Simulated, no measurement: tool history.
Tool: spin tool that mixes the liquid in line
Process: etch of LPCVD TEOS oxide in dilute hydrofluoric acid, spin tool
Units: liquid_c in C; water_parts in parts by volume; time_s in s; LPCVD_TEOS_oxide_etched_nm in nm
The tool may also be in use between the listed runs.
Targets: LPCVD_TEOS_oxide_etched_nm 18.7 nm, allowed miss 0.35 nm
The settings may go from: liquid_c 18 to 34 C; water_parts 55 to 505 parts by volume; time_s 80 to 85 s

run	hour	liquid_c	water_parts	time_s	LPCVD_TEOS_oxide_etched_nm
1	0	26	280	80	8.3003
2	7.9	27	265	80	9.2478
3	12.2	28	255	80	10.039
4	16.3	28.5	245	80	10.649
5	25.3	29	235	80	11.491
6	28.7	29	235	85	12.288
7	32.1	33	170	85	20.893
8	40.8	32.5	170	85	20.602
9	49	31	170	85	19.522
10	56.9	30.5	170	85	19.238

Which of these 5 next moves meets every target?
A	64.8	32.5	175	80	?
B	64.8	30	165	85	?
C	64.8	32.5	175	85	?
D	64.8	34	185	85	?
E	64.8	31.5	170	85	?

move	LPCVD_TEOS_oxide_etched_nm
A	18.696
B	19.562
C	19.864
D	19.505
E	19.886
A: meets every target
B: further off than the last run
C: further off than the last run
D: further off than the last run
E: further off than the last run
Move A is the one to make.

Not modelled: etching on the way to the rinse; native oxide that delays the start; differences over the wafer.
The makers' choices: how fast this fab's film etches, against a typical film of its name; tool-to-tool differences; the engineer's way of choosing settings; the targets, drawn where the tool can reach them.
